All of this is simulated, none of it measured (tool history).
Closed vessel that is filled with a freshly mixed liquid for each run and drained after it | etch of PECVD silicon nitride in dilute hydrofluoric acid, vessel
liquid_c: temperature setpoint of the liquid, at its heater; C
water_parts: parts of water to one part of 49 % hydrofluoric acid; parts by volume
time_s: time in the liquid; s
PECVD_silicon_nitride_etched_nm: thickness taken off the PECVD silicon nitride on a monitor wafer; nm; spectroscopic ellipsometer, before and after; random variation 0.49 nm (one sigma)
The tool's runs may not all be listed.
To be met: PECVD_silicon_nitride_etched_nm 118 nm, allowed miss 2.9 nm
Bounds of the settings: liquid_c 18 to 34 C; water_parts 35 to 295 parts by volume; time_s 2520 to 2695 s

run	hour	liquid_c	water_parts	time_s	PECVD_silicon_nitride_etched_nm
1	0	26	165	2520	97.19
2	8.7	26	215	2520	74.994
3	16.1	27	215	2520	79.306
4	17	28	215	2520	84.672
5	21.8	28	215	2695	90.664
6	23.4	28	215	2695	90.706
7	31	29	215	2695	95.876
8	38.8	29.5	215	2695	98.578
9	39.3	30	215	2695	102.3
10	46.4	30.5	215	2695	104.57
11	49.5	31	215	2695	108.45
12	53.4	32	215	2695	114.7

4 next moves are on the table. One of them brings every result within its allowed miss. Which?
A	57.3	33.5	225	2520	?
B	57.3	31.5	215	2645	?
C	57.3	34	220	2555	?
D	57.3	33	220	2530	?

move	PECVD_silicon_nitride_etched_nm
A	111.86
B	109.61
C	119.47
D	111.71
A: further off than the last run
B: further off than the last run
C: meets every target
D: further off than the last run
The right move is C.

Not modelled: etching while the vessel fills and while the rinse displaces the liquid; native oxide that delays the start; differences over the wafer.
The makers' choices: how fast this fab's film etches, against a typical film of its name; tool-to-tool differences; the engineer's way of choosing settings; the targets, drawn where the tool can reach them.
